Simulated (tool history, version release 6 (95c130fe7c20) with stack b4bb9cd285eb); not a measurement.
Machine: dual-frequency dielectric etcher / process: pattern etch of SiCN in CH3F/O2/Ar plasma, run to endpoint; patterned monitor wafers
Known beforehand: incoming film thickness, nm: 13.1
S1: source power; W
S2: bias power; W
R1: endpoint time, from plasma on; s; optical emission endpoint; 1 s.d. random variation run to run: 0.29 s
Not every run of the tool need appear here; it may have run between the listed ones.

run,hour,S1,S2,R1
1,0,360,55,47.057
2,1.2,380,57,45.204
3,3.9,380,65,42.433
4,8.3,320,65,45.134
5,15.5,320,58,48.011
6,22.1,270,58,51.37
7,25.1,300,59,48.942
8,27.7,330,60,46.591
9,33.7,350,61,45.105
10,39,370,62,44.376

For run 11, what comes out?
11,46.3,390,63,?

{"run 11": {"R1": 42.378}}

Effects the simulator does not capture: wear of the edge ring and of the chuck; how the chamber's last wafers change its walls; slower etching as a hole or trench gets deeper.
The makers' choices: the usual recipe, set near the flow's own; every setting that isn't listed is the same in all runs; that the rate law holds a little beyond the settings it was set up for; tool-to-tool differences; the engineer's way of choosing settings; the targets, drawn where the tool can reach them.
